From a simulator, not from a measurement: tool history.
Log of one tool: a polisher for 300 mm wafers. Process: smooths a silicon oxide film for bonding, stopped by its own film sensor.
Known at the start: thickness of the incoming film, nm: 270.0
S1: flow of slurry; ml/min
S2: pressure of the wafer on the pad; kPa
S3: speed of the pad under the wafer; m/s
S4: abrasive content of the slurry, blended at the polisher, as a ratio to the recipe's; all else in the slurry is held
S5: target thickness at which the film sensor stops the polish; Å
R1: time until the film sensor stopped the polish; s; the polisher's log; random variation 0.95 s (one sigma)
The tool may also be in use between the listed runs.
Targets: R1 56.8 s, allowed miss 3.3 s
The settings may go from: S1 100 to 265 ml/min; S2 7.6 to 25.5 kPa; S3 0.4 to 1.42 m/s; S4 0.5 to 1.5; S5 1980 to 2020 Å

{"run": 1, "hour": 0.0, "S1": 170, "S2": 16.5, "S3": 0.9, "S4": 1, "S5": 2020, "R1": 71.928}
{"run": 2, "hour": 4.5, "S1": 170, "S2": 16.5, "S3": 0.9, "S4": 0.85, "S5": 2020, "R1": 76.513}
{"run": 3, "hour": 5.6, "S1": 170, "S2": 16.5, "S3": 0.9, "S4": 0.7, "S5": 2020, "R1": 88.153}
{"run": 4, "hour": 6.6, "S1": 170, "S2": 18.6, "S3": 0.92, "S4": 0.7, "S5": 2020, "R1": 76.771}
{"run": 5, "hour": 9.9, "S1": 170, "S2": 20, "S3": 0.94, "S4": 0.7, "S5": 2020, "R1": 69.154}
{"run": 6, "hour": 13.7, "S1": 170, "S2": 20, "S3": 0.94, "S4": 0.7, "S5": 2020, "R1": 70.394}
{"run": 7, "hour": 21.0, "S1": 170, "S2": 21.4, "S3": 0.96, "S4": 0.7, "S5": 2020, "R1": 64.912}
{"run": 8, "hour": 23.2, "S1": 170, "S2": 22.1, "S3": 0.96, "S4": 0.7, "S5": 2020, "R1": 64.162}
{"run": 9, "hour": 31.4, "S1": 170, "S2": 22.8, "S3": 0.96, "S4": 0.7, "S5": 2020, "R1": 62.567}
{"run": 10, "hour": 39.0, "S1": 170, "S2": 23.4, "S3": 0.96, "S4": 0.7, "S5": 2020, "R1": 62.286}

4 next moves are on the table. One of them brings every result within its allowed miss. Which?
{"run": "A", "hour": 46.6, "S1": 120, "S2": 24.8, "S3": 0.9, "S4": 0.7, "S5": 1980, "R1": "?"}
{"run": "B", "hour": 46.6, "S1": 150, "S2": 22.1, "S3": 0.8, "S4": 0.8, "S5": 1980, "R1": "?"}
{"run": "C", "hour": 46.6, "S1": 255, "S2": 22.1, "S3": 0.88, "S4": 0.85, "S5": 2020, "R1": "?"}
{"run": "D", "hour": 46.6, "S1": 110, "S2": 25.5, "S3": 0.76, "S4": 0.7, "S5": 1980, "R1": "?"}

move=A R1=69.953
move=B R1=73.488
move=C R1=59.325
move=D R1=76.378
A: further off than the last run
B: further off than the last run
C: meets every target
D: further off than the last run
The right move is C.
